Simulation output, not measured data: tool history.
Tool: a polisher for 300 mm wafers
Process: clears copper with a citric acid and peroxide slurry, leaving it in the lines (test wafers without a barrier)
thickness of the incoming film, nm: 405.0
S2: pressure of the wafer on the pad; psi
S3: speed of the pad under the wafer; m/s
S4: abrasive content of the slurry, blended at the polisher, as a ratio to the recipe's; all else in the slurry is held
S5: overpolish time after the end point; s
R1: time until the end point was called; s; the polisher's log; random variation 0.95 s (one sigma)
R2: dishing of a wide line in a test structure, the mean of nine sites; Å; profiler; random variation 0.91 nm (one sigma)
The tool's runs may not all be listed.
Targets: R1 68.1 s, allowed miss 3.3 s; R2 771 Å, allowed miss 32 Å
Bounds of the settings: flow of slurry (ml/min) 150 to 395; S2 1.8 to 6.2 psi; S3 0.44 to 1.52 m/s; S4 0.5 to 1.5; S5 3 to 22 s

run 1 hour=0 | flow_of_slurry_(ml/min)=250 S2=4 S3=0.98 S4=1 S5=11 | R1=129.42 R2=280.17
run 2 hour=5.6 | flow_of_slurry_(ml/min)=250 S2=4.5 S3=1.08 S4=1 S5=13 | R1=110.3 R2=366.21
run 3 hour=14.5 | flow_of_slurry_(ml/min)=250 S2=4.5 S3=1.08 S4=1 S5=8 | R1=107.42 R2=240.82
run 4 hour=16.6 | flow_of_slurry_(ml/min)=250 S2=4.5 S3=1.08 S4=1 S5=11 | R1=108.39 R2=320.92
run 5 hour=22.3 | flow_of_slurry_(ml/min)=255 S2=4.7 S3=1.22 S4=1.05 S5=13 | R1=92.013 R2=428.11
run 6 hour=26.1 | flow_of_slurry_(ml/min)=255 S2=4.7 S3=1.22 S4=0.95 S5=13 | R1=94.171 R2=412.31
run 7 hour=33.7 | flow_of_slurry_(ml/min)=265 S2=4.9 S3=1.28 S4=1.05 S5=14 | R1=84.59 R2=483.46
run 8 hour=38.9 | flow_of_slurry_(ml/min)=265 S2=5.1 S3=1.32 S4=1.05 S5=15 | R1=80.642 R2=551.4
run 9 hour=41.9 | flow_of_slurry_(ml/min)=265 S2=5.3 S3=1.34 S4=1.05 S5=16 | R1=77.587 R2=590.64
run 10 hour=46.4 | flow_of_slurry_(ml/min)=265 S2=5.4 S3=1.38 S4=1.05 S5=17 | R1=75.037 R2=641.21
run 11 hour=47.6 | flow_of_slurry_(ml/min)=270 S2=5.5 S3=1.4 S4=1.05 S5=18 | R1=72.433 R2=691.34
run 12 hour=53.7 | flow_of_slurry_(ml/min)=270 S2=5.6 S3=1.4 S4=1.05 S5=18 | R1=69.476 R2=688.98
run 13 hour=58.3 | flow_of_slurry_(ml/min)=270 S2=5.6 S3=1.42 S4=1.05 S5=18 | R1=69.921 R2=692.61
run 14 hour=66.4 | flow_of_slurry_(ml/min)=270 S2=5.6 S3=1.44 S4=1.05 S5=18 | R1=68.532 R2=707.92

Which of these 5 next moves meets every target?
run A hour=74.5 | flow_of_slurry_(ml/min)=280 S2=5.9 S3=1.4 S4=1.1 S5=15 | R1=? R2=?
run B hour=74.5 | flow_of_slurry_(ml/min)=280 S2=5 S3=1.52 S4=1.2 S5=16 | R1=? R2=?
run C hour=74.5 | flow_of_slurry_(ml/min)=210 S2=5.9 S3=1.42 S4=1.05 S5=17 | R1=? R2=?
run D hour=74.5 | flow_of_slurry_(ml/min)=255 S2=5.9 S3=1.4 S4=1.1 S5=22 | R1=? R2=?
run E hour=74.5 | flow_of_slurry_(ml/min)=245 S2=5.2 S3=1.52 S4=1.2 S5=20 | R1=? R2=?

move=A R1=65.275 R2=643.19
move=B R1=66.658 R2=660.31
move=C R1=66.747 R2=695.95
move=D R1=65.76 R2=847.78
move=E R1=65.454 R2=790.04
A: further off than the last run
B: further off than the last run
C: further off than the last run
D: takes the result that was furthest off past its target
E: meets every target
The right move is E.
